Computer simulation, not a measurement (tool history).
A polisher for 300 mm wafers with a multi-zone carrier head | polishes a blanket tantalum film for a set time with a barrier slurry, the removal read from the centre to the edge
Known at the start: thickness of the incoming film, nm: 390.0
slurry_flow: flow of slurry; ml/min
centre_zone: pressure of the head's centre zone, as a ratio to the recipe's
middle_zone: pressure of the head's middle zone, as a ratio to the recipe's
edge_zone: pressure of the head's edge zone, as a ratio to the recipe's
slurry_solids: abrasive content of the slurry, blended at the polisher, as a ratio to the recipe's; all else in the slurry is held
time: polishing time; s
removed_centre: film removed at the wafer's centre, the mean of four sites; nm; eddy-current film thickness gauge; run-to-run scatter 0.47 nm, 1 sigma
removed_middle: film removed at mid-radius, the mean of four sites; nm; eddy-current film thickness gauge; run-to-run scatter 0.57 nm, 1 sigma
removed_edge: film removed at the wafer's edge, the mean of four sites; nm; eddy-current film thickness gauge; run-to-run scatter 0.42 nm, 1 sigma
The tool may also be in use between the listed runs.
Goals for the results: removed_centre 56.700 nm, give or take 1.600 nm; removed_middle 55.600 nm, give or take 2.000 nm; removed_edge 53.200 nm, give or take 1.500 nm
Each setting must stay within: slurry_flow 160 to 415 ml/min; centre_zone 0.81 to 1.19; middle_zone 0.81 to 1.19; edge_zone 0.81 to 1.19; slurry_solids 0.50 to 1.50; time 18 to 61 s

Run 1, day 0.000: slurry_flow 265 ml/min, centre_zone 1.00, middle_zone 1.00, edge_zone 1.00, slurry_solids 1.00, time 39 s. Result: removed_centre 49.688 nm, removed_middle 49.560 nm, removed_edge 49.783 nm.
Run 2, day 0.125: slurry_flow 265 ml/min, centre_zone 1.00, middle_zone 1.05, edge_zone 1.00, slurry_solids 1.00, time 39 s. Result: removed_centre 49.451 nm, removed_middle 51.402 nm, removed_edge 49.034 nm.
Run 3, day 0.262: slurry_flow 265 ml/min, centre_zone 1.00, middle_zone 1.12, edge_zone 1.00, slurry_solids 1.00, time 39 s. Result: removed_centre 49.877 nm, removed_middle 53.926 nm, removed_edge 49.736 nm.
Run 4, day 0.312: slurry_flow 285 ml/min, centre_zone 1.03, middle_zone 1.12, edge_zone 1.02, slurry_solids 1.00, time 39 s. Result: removed_centre 51.924 nm, removed_middle 55.412 nm, removed_edge 50.766 nm.
Run 5, day 0.596: slurry_flow 215 ml/min, centre_zone 1.03, middle_zone 1.12, edge_zone 1.02, slurry_solids 1.00, time 39 s. Result: removed_centre 49.661 nm, removed_middle 53.240 nm, removed_edge 49.902 nm.
Run 6, day 0.896: slurry_flow 215 ml/min, centre_zone 1.03, middle_zone 1.12, edge_zone 1.05, slurry_solids 1.00, time 39 s. Result: removed_centre 49.416 nm, removed_middle 53.853 nm, removed_edge 49.138 nm.
Run 7, day 0.917: slurry_flow 245 ml/min, centre_zone 1.04, middle_zone 1.10, edge_zone 1.04, slurry_solids 1.05, time 39 s. Result: removed_centre 52.249 nm, removed_middle 53.514 nm, removed_edge 51.854 nm.
Run 8, day 0.950: slurry_flow 265 ml/min, centre_zone 1.05, middle_zone 1.11, edge_zone 1.03, slurry_solids 1.05, time 39 s. Result: removed_centre 52.169 nm, removed_middle 55.223 nm, removed_edge 51.288 nm.
Run 9, day 1.154: slurry_flow 280 ml/min, centre_zone 1.07, middle_zone 1.09, edge_zone 1.04, slurry_solids 1.05, time 39 s. Result: removed_centre 53.795 nm, removed_middle 53.707 nm, removed_edge 51.835 nm.
Run 10, day 1.433: slurry_flow 280 ml/min, centre_zone 1.07, middle_zone 1.09, edge_zone 1.04, slurry_solids 1.05, time 39 s. Result: removed_centre 54.741 nm, removed_middle 54.789 nm, removed_edge 51.514 nm.
Run 11, day 1.529: slurry_flow 290 ml/min, centre_zone 1.07, middle_zone 1.09, edge_zone 1.05, slurry_solids 1.05, time 39 s. Result: removed_centre 54.682 nm, removed_middle 55.185 nm, removed_edge 52.389 nm.

Consider the 5 candidate settings below. Which is the only one whose results all fall within their allowed miss of target?
Run A, day 1.625: slurry_flow 260 ml/min, centre_zone 0.98, middle_zone 1.05, edge_zone 1.11, slurry_solids 1.10, time 41 s. Result: removed_centre ?, removed_middle ?, removed_edge ?.
Run B, day 1.625: slurry_flow 335 ml/min, centre_zone 1.04, middle_zone 1.03, edge_zone 0.96, slurry_solids 1.25, time 39 s. Result: removed_centre ?, removed_middle ?, removed_edge ?.
Run C, day 1.625: slurry_flow 275 ml/min, centre_zone 1.00, middle_zone 1.12, edge_zone 1.06, slurry_solids 0.95, time 40 s. Result: removed_centre ?, removed_middle ?, removed_edge ?.
Run D, day 1.625: slurry_flow 305 ml/min, centre_zone 1.13, middle_zone 1.15, edge_zone 1.01, slurry_solids 0.95, time 39 s. Result: removed_centre ?, removed_middle ?, removed_edge ?.
Run E, day 1.625: slurry_flow 240 ml/min, centre_zone 1.02, middle_zone 1.07, edge_zone 1.09, slurry_solids 1.10, time 39 s. Result: removed_centre ?, removed_middle ?, removed_edge ?.

move  removed_centre  removed_middle  removed_edge
   A          52.289          55.835        55.706
   B          55.796          55.214        52.010
   C          50.368          55.675        51.289
   D          55.880          56.056        49.233
   E          51.196          53.491        52.160
A: further off than the last run
B: meets every target
C: further off than the last run
D: brings the result that was furthest off to its target, and leaves another outside
E: further off than the last run
The right move is B.
